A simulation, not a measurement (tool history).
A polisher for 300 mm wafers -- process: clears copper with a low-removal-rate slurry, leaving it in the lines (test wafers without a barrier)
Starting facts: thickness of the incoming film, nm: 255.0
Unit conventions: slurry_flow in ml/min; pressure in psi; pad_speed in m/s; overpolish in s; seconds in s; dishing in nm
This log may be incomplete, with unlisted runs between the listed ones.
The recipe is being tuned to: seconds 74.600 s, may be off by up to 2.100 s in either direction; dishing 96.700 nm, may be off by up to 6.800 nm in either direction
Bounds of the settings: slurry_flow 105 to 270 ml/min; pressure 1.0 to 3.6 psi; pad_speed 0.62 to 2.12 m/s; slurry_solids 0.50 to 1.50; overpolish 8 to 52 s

| run | hour | slurry_flow | pressure | pad_speed | slurry_solids | overpolish | seconds | dishing |
|---|---|---|---|---|---|---|---|---|
| 1 | 0.0 | 175 | 2.3 | 1.36 | 1.00 | 26 | 90.841 | 52.191 |
| 2 | 3.7 | 175 | 2.3 | 1.36 | 0.90 | 26 | 93.283 | 48.495 |
| 3 | 8.4 | 175 | 2.4 | 1.36 | 0.95 | 28 | 89.781 | 55.548 |
| 4 | 12.2 | 150 | 2.4 | 1.36 | 0.95 | 28 | 91.856 | 56.933 |
| 5 | 19.3 | 150 | 2.7 | 1.36 | 0.95 | 28 | 80.391 | 59.862 |
| 6 | 23.8 | 175 | 2.7 | 1.36 | 0.95 | 28 | 78.011 | 61.460 |
| 7 | 30.4 | 175 | 2.7 | 1.36 | 0.95 | 30 | 78.147 | 62.970 |
| 8 | 34.9 | 170 | 2.7 | 1.36 | 0.95 | 32 | 78.229 | 69.006 |
| 9 | 43.0 | 170 | 2.7 | 1.36 | 0.95 | 33 | 79.177 | 69.562 |
| 10 | 47.0 | 170 | 2.7 | 1.36 | 0.95 | 34 | 79.426 | 74.006 |
| 11 | 54.7 | 170 | 2.7 | 1.36 | 0.95 | 35 | 78.925 | 71.913 |
| 12 | 59.3 | 170 | 2.7 | 1.36 | 0.95 | 37 | 79.683 | 75.173 |

Below are 5 possible settings for the next run. Only one of them brings all results inside the allowed miss of their targets. Which is it?
| A | 63.9 | 130 | 2.7 | 1.54 | 0.90 | 40 | ? | ? |
| B | 63.9 | 200 | 2.5 | 1.52 | 0.95 | 36 | ? | ? |
| C | 63.9 | 135 | 3.0 | 1.34 | 1.10 | 49 | ? | ? |
| D | 63.9 | 160 | 2.6 | 1.44 | 1.10 | 40 | ? | ? |
| E | 63.9 | 215 | 2.6 | 1.38 | 1.25 | 38 | ? | ? |

| move | seconds | dishing |
|---|---|---|
| A | 74.955 | 83.938 |
| B | 74.821 | 77.114 |
| C | 73.785 | 99.179 |
| D | 76.444 | 82.388 |
| E | 74.144 | 81.149 |
A: gains on the last run, yet a result remains outside its allowed miss
B: gains on the last run, yet a result remains outside its allowed miss
C: all results in spec
D: gains on the last run, yet a result remains outside its allowed miss
E: gains on the last run, yet a result remains outside its allowed miss
Correct choice: C, which meets every target
